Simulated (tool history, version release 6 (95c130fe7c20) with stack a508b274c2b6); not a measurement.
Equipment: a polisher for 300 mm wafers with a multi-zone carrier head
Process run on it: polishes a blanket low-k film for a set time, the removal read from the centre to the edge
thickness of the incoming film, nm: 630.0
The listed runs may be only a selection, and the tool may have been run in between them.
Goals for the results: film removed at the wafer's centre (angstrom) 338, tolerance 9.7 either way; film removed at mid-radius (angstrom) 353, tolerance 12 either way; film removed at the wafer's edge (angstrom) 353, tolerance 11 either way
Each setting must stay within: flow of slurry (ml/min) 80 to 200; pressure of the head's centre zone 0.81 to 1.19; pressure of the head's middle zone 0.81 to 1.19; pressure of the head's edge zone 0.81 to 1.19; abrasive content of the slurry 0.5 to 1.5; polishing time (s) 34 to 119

run,hour,flow of slurry (ml/min),pressure of the head's centre zone,pressure of the head's middle zone,pressure of the head's edge zone,abrasive content of the slurry,polishing time (s),film removed at the wafer's centre (angstrom),film removed at mid-radius (angstrom),film removed at the wafer's edge (angstrom)
1,0,130,1,1,1,1,76,438.71,428.1,422.07
2,8.3,130,1,1,1,1,93,533.16,532.46,524.15
3,16.3,130,1,1,0.93,1,93,534.29,527.24,503.19
4,18,120,0.96,0.97,0.9,0.85,92,461.48,458.69,452.36
5,21.5,95,0.96,0.97,0.9,0.85,92,434.57,444.45,440.97
6,24.6,100,0.94,0.96,0.88,0.75,91,397.28,400.02,397.58
7,29.1,100,0.92,0.95,0.86,0.7,91,371.2,386.32,377.03
8,34.4,85,0.88,0.88,0.81,0.7,91,347.46,357.55,368.66
9,37.6,85,0.88,0.89,0.81,0.7,91,349.4,365.81,367

Exercise: of the 5 proposed moves below, exactly one satisfies all targets within the stated allowed misses. Which move is it?
A,40.8,90,0.94,0.83,0.83,0.65,99,?,?,?
B,40.8,80,0.85,0.93,0.87,0.75,88,?,?,?
C,40.8,90,0.82,0.91,0.91,0.85,78,?,?,?
D,40.8,85,0.88,0.9,0.81,0.85,79,?,?,?
E,40.8,85,0.94,0.87,0.84,0.7,92,?,?,?

move,film removed at the wafer's centre (angstrom),film removed at mid-radius (angstrom),film removed at the wafer's edge (angstrom)
A,379.51,358.41,388.38
B,332.66,367.29,379.01
C,318.22,355.31,374.22
D,336.36,353.03,362.1
E,366.08,356.48,378.02
A: moves away from the targets compared with the last run
B: moves away from the targets compared with the last run
C: moves away from the targets compared with the last run
D: all results in spec
E: moves away from the targets compared with the last run
Go with D: it meets all targets.

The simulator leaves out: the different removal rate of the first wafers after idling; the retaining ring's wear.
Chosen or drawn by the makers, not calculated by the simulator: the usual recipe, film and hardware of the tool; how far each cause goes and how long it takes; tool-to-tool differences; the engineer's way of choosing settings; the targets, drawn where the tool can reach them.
